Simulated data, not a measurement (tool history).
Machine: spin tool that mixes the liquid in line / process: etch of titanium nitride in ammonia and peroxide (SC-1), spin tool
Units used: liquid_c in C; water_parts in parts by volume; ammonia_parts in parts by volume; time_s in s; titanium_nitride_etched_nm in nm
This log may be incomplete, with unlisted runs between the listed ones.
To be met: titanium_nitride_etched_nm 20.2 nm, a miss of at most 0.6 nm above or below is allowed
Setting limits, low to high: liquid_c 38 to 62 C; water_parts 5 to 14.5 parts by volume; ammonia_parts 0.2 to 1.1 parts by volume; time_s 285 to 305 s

run    day  liquid_c  water_parts  ammonia_parts  time_s  titanium_nitride_etched_nm
  1      0        46            8            0.6     285                      10.244
  2  0.158      47.5            8            0.6     285                      11.668
  3  0.375      47.5            8            0.8     285                      12.103
  4  0.738      47.5            8            0.8     305                      12.922
  5  0.929      48.5            8            0.8     305                      13.675
  6  1.188      49.5            8            0.8     305                      14.644
  7  1.433        55            8            0.8     305                      21.662
  8  1.479      54.5            8            0.8     305                      20.868
  9  1.633      54.5            8            0.8     305                      21.201

Consider the 4 candidate settings below. Which is the only one whose results all fall within their allowed miss of target?
  A  1.788        55         11.5           0.95     305                           ?
  B  1.788        53          5.5            0.8     305                           ?
  C  1.788        55            8           0.95     305                           ?
  D  1.788      57.5         10.5           0.65     285                           ?

move  titanium_nitride_etched_nm
   A                      18.601
   B                      22.635
   C                      22.288
   D                      20.249
A: takes the biggest miss from the last run beyond its target
B: misses by more than the last run did
C: misses by more than the last run did
D: every result lands within tolerance
So the answer is move D, the one that meets all the targets.
